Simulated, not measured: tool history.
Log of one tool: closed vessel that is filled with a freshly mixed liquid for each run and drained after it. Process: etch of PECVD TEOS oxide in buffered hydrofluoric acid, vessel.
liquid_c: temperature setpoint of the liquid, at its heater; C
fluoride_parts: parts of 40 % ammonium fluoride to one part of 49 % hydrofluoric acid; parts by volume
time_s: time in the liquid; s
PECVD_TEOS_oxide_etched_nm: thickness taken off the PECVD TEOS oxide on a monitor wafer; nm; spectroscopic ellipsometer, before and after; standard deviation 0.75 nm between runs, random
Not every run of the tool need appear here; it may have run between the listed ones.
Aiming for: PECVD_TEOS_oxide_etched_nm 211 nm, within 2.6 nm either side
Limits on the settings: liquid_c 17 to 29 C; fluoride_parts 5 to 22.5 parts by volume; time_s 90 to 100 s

run 1 day=0 | liquid_c=21 fluoride_parts=13.5 time_s=90 | PECVD_TEOS_oxide_etched_nm=163.49
run 2 day=0.104 | liquid_c=22.5 fluoride_parts=13.5 time_s=90 | PECVD_TEOS_oxide_etched_nm=176.45
run 3 day=0.233 | liquid_c=23.5 fluoride_parts=13.5 time_s=90 | PECVD_TEOS_oxide_etched_nm=187.28
run 4 day=0.321 | liquid_c=23.5 fluoride_parts=17 time_s=90 | PECVD_TEOS_oxide_etched_nm=149.4
run 5 day=0.55 | liquid_c=25.5 fluoride_parts=17 time_s=90 | PECVD_TEOS_oxide_etched_nm=167.42
run 6 day=0.896 | liquid_c=25.5 fluoride_parts=17 time_s=90 | PECVD_TEOS_oxide_etched_nm=167.51
run 7 day=1.188 | liquid_c=26.5 fluoride_parts=17 time_s=90 | PECVD_TEOS_oxide_etched_nm=176.5
run 8 day=1.433 | liquid_c=29 fluoride_parts=16.5 time_s=90 | PECVD_TEOS_oxide_etched_nm=207.46

Which single option among these 5 for the next run brings every result within its allowed miss of target? Just one does.
run A day=1.679 | liquid_c=28.5 fluoride_parts=17 time_s=95 | PECVD_TEOS_oxide_etched_nm=?
run B day=1.679 | liquid_c=29 fluoride_parts=17 time_s=95 | PECVD_TEOS_oxide_etched_nm=?
run C day=1.679 | liquid_c=29 fluoride_parts=17.5 time_s=95 | PECVD_TEOS_oxide_etched_nm=?
run D day=1.679 | liquid_c=28 fluoride_parts=16.5 time_s=100 | PECVD_TEOS_oxide_etched_nm=?
run E day=1.679 | liquid_c=28 fluoride_parts=15.5 time_s=95 | PECVD_TEOS_oxide_etched_nm=?

move=A PECVD_TEOS_oxide_etched_nm=206.21
move=B PECVD_TEOS_oxide_etched_nm=211.75
move=C PECVD_TEOS_oxide_etched_nm=205.81
move=D PECVD_TEOS_oxide_etched_nm=217.66
move=E PECVD_TEOS_oxide_etched_nm=219.87
A: misses by more than the last run did
B: every result within its allowed miss
C: misses by more than the last run did
D: pushes the last run's worst result past its target
E: pushes the last run's worst result past its target
Go with B: it meets all targets.

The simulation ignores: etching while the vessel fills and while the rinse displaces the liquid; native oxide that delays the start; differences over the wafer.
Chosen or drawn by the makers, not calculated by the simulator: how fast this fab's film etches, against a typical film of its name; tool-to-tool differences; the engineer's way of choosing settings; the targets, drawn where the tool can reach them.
